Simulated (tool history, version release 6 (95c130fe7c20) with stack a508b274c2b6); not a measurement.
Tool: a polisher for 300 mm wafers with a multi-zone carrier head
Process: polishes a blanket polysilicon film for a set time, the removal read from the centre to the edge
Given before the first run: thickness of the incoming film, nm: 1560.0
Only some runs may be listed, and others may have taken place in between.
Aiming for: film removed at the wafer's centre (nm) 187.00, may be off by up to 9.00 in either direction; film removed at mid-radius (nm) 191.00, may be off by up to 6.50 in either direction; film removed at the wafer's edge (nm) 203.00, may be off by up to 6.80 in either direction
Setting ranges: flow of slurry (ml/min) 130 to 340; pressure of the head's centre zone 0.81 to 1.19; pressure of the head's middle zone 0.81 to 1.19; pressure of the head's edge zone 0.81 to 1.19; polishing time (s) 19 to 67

| run | hour | flow of slurry (ml/min) | pressure of the head's centre zone | pressure of the head's middle zone | pressure of the head's edge zone | polishing time (s) | film removed at the wafer's centre (nm) | film removed at mid-radius (nm) | film removed at the wafer's edge (nm) |
|---|---|---|---|---|---|---|---|---|---|
| 1 | 0.0 | 220 | 1.00 | 1.00 | 1.00 | 43 | 323.24 | 326.86 | 328.85 |
| 2 | 1.2 | 220 | 1.00 | 1.00 | 1.00 | 48 | 360.09 | 359.92 | 368.60 |
| 3 | 3.3 | 220 | 1.00 | 1.06 | 1.00 | 48 | 362.81 | 380.87 | 369.15 |
| 4 | 5.6 | 210 | 0.98 | 1.01 | 0.98 | 42 | 311.99 | 314.21 | 318.34 |
| 5 | 11.3 | 210 | 1.05 | 1.01 | 0.98 | 42 | 324.74 | 319.70 | 319.83 |
| 6 | 12.9 | 210 | 1.05 | 1.05 | 0.98 | 42 | 326.32 | 323.64 | 312.40 |
| 7 | 21.5 | 210 | 1.05 | 1.05 | 0.98 | 42 | 332.67 | 324.79 | 317.22 |
| 8 | 25.7 | 205 | 1.01 | 1.02 | 0.97 | 38 | 287.64 | 290.75 | 285.22 |
| 9 | 33.1 | 195 | 0.99 | 0.99 | 0.96 | 35 | 257.49 | 258.57 | 256.94 |

Which of these 5 next moves meets every target?
| A | 40.5 | 145 | 0.86 | 1.07 | 1.05 | 29 | ? | ? | ? |
| B | 40.5 | 200 | 0.91 | 0.92 | 0.96 | 27 | ? | ? | ? |
| C | 40.5 | 140 | 1.17 | 0.98 | 0.89 | 42 | ? | ? | ? |
| D | 40.5 | 195 | 0.81 | 1.16 | 1.13 | 29 | ? | ? | ? |
| E | 40.5 | 170 | 0.91 | 0.90 | 1.07 | 31 | ? | ? | ? |

| move | film removed at the wafer's centre (nm) | film removed at mid-radius (nm) | film removed at the wafer's edge (nm) |
|---|---|---|---|
| A | 178.39 | 217.03 | 215.84 |
| B | 185.26 | 189.92 | 200.83 |
| C | 332.81 | 290.91 | 287.81 |
| D | 180.15 | 243.91 | 232.41 |
| E | 206.55 | 208.88 | 238.51 |
A: nearer than the last run, and not there yet
B: all results in spec
C: the biggest miss grows against the last run
D: nearer than the last run, and not there yet
E: nearer than the last run, and not there yet
The move that meets every target is B.
